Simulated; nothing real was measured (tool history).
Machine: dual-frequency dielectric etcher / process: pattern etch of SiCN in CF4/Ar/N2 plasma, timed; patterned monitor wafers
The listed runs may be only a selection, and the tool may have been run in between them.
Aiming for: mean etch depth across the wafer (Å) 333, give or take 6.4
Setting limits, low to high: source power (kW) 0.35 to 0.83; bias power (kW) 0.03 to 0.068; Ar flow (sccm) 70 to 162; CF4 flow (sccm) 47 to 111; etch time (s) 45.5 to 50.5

| run | hour | source power (kW) | bias power (kW) | Ar flow (sccm) | CF4 flow (sccm) | etch time (s) | mean etch depth across the wafer (Å) |
|---|---|---|---|---|---|---|---|
| 1 | 0 | 0.59 | 0.049 | 116 | 79 | 50.5 | 475.49 |
| 2 | 4.6 | 0.54 | 0.049 | 116 | 79 | 50.5 | 429.27 |
| 3 | 5.8 | 0.61 | 0.049 | 116 | 79 | 50.5 | 490.54 |
| 4 | 14 | 0.61 | 0.049 | 135 | 79 | 50.5 | 474.24 |
| 5 | 15.4 | 0.61 | 0.049 | 121 | 79 | 50.5 | 486.5 |
| 6 | 23.4 | 0.61 | 0.049 | 121 | 92 | 50.5 | 502.13 |
| 7 | 30.5 | 0.56 | 0.049 | 121 | 92 | 50.5 | 459.12 |
| 8 | 36.3 | 0.52 | 0.049 | 121 | 92 | 50.5 | 428 |
| 9 | 41.5 | 0.52 | 0.049 | 121 | 92 | 50.5 | 424.58 |
| 10 | 46.6 | 0.52 | 0.049 | 121 | 92 | 50.5 | 426.92 |
| 11 | 52.4 | 0.49 | 0.049 | 121 | 92 | 50.5 | 397.3 |
| 12 | 55.3 | 0.47 | 0.049 | 121 | 92 | 50.5 | 374.96 |
| 13 | 59.9 | 0.46 | 0.049 | 121 | 92 | 50.5 | 368.69 |

Pick the move, out of 4, that brings all results within their allowed miss; only one does.
| A | 64.5 | 0.45 | 0.05 | 113 | 88 | 49 | ? |
| B | 64.5 | 0.49 | 0.051 | 142 | 75 | 45.5 | ? |
| C | 64.5 | 0.48 | 0.047 | 132 | 95 | 48 | ? |
| D | 64.5 | 0.48 | 0.053 | 128 | 103 | 48.5 | ? |

| move | mean etch depth across the wafer (Å) |
|---|---|
| A | 352.42 |
| B | 335.57 |
| C | 361.51 |
| D | 385.65 |
A: gains on the last run, yet a result remains outside its allowed miss
B: every result lands within tolerance
C: gains on the last run, yet a result remains outside its allowed miss
D: the biggest miss grows against the last run
So the answer is move B, the one that meets all the targets.
